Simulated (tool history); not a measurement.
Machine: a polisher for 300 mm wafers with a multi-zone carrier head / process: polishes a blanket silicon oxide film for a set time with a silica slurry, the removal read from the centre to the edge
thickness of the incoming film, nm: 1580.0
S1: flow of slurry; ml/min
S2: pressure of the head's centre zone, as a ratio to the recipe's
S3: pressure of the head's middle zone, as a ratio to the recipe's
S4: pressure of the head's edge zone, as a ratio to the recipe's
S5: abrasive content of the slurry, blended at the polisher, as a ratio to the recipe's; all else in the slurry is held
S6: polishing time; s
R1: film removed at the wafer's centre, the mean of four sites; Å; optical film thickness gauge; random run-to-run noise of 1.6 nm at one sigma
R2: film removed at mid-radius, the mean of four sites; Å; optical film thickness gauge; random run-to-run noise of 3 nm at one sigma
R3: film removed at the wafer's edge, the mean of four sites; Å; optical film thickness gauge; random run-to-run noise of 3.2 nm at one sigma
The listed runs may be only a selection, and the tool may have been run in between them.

run	hour	S1	S2	S3	S4	S5	S6	R1	R2	R3
1	0.0	305	1.00	1.00	1.00	1.00	63	2697.6	2670.3	2655.5
2	1.2	305	0.99	1.00	0.97	0.95	63	2621.8	2574.6	2528.1
3	4.6	305	0.99	1.00	0.97	1.05	63	2701.2	2692.1	2665.2
4	6.9	305	1.05	1.00	0.97	1.05	63	2891.5	2700.1	2639.4
5	12.5	305	1.05	1.00	0.97	1.05	54	2487.3	2305.7	2226.4
6	17.4	300	1.04	1.01	0.96	1.05	54	2465.4	2343.0	2243.4

Expected results for the next run?
7	24.5	300	1.03	1.02	0.95	1.05	54	?	?	?

R1: 2447.7 Å
R2: 2338.6 Å
R3: 2293.2 Å

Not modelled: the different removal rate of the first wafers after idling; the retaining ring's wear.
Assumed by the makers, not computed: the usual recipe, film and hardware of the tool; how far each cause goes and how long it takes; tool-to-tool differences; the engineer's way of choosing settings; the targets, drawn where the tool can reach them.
